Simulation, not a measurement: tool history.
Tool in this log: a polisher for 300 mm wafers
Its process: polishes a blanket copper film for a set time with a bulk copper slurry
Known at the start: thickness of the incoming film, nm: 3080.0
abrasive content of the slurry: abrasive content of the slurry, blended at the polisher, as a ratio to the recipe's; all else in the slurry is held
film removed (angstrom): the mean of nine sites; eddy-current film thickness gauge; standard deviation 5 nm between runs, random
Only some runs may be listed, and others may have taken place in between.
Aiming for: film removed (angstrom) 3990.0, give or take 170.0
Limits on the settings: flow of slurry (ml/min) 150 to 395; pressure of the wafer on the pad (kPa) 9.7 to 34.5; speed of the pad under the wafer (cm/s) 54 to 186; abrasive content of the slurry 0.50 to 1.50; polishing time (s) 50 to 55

run  hour  flow of slurry (ml/min)  pressure of the wafer on the pad (kPa)  speed of the pad under the wafer (cm/s)  abrasive content of the slurry  polishing time (s)  film removed (angstrom)
  1   0.0                      250                                    22.1                                      118                            1.00                  55                   6242.8
  2   5.7                      250                                    22.1                                      130                            1.00                  55                   6658.6
  3  11.2                      200                                    22.1                                      130                            1.00                  55                   6578.8
  4  16.2                      200                                    22.1                                      130                            1.00                  50                   5820.6
  5  17.5                      200                                    22.1                                      130                            0.90                  50                   5897.8
  6  23.7                      200                                    20.7                                      130                            0.90                  50                   5350.6
  7  30.1                      195                                    20.0                                      130                            0.90                  50                   5321.1
  8  32.2                      195                                    18.6                                      130                            0.90                  50                   4836.7
  9  34.3                      195                                    17.9                                      130                            0.90                  50                   4671.9
 10  43.3                      195                                    17.2                                      130                            0.90                  50                   4552.7

4 candidate next runs follow, results not yet known. Just one meets every target within its allowed miss. Identify it.
  A  52.3                      155                                    16.5                                      136                            0.95                  50                        ?
  B  52.3                      150                                    13.1                                      164                            0.70                  52                        ?
  C  52.3                      255                                    21.4                                      118                            0.80                  51                        ?
  D  52.3                      175                                    15.9                                      132                            0.95                  53                        ?

move  film removed (angstrom)
   A                   4435.1
   B                   4074.8
   C                   5373.5
   D                   4501.0
A: gains on the last run, yet a result remains outside its allowed miss
B: hits every target within its allowed miss
C: further off than the last run
D: gains on the last run, yet a result remains outside its allowed miss
Answer: B
